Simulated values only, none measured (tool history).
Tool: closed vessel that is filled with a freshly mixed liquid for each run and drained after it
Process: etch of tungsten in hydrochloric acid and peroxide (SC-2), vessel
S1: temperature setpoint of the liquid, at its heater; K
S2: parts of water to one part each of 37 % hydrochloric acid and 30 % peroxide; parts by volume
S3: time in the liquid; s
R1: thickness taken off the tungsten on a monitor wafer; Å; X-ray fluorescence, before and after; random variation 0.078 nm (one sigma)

{"run": 1, "day": 0.0, "S1": 329.15, "S2": 9, "S3": 60, "R1": 245.27}
{"run": 2, "day": 0.083, "S1": 329.15, "S2": 9, "S3": 60, "R1": 246.08}
{"run": 3, "day": 0.238, "S1": 328.65, "S2": 9, "S3": 60, "R1": 238.66}
{"run": 4, "day": 0.288, "S1": 328.65, "S2": 10.5, "S3": 60, "R1": 209.9}
{"run": 5, "day": 0.55, "S1": 324.65, "S2": 10.5, "S3": 60, "R1": 161.65}
{"run": 6, "day": 0.908, "S1": 326.15, "S2": 10.5, "S3": 60, "R1": 177.62}
{"run": 7, "day": 1.075, "S1": 327.15, "S2": 10.5, "S3": 60, "R1": 190.41}

The next listed run, before its measurement:
{"run": 8, "day": 1.233, "S1": 328.15, "S2": 10.5, "S3": 60, "R1": "?"}

{"run 8": {"R1": 203.29}}
